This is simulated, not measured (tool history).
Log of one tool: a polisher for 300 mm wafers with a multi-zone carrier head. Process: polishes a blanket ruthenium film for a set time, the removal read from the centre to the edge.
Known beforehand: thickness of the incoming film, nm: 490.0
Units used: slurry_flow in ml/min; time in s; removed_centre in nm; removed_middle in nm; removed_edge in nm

run,hour,slurry_flow,centre_zone,middle_zone,edge_zone,time,removed_centre,removed_middle,removed_edge
1,0,300,1,1,1,79,128.33,132.25,135.17
2,3.6,300,1,1,1,59,95.943,98.794,99.476
3,4.5,290,1.01,0.97,1,56,89.434,91.634,95.312
4,10.6,285,1.04,0.94,0.99,53,88.634,83.609,90.779
5,13.4,280,1.04,0.92,0.97,51,83.531,79.774,83.926
6,19.3,280,1.04,0.92,0.97,42,68.404,65.823,70.201
7,21.6,280,1.04,0.92,0.97,42,71.047,64.777,69.82
8,25.9,280,1.05,0.91,0.98,42,71.91,64.3,70.586
9,28.2,280,1.05,0.91,0.99,42,71.069,64.372,70.797
# hour 32.2: centre zone pressure recalibrated
10,32.2,280,1.06,0.91,1,42,78.328,64.634,71.449

Run 11 has not been measured yet. What should we expect?
11,39.9,275,1.05,0.9,1.01,42,?,?,?

removed_centre: 75.951 nm
removed_middle: 64.255 nm
removed_edge: 70.717 nm
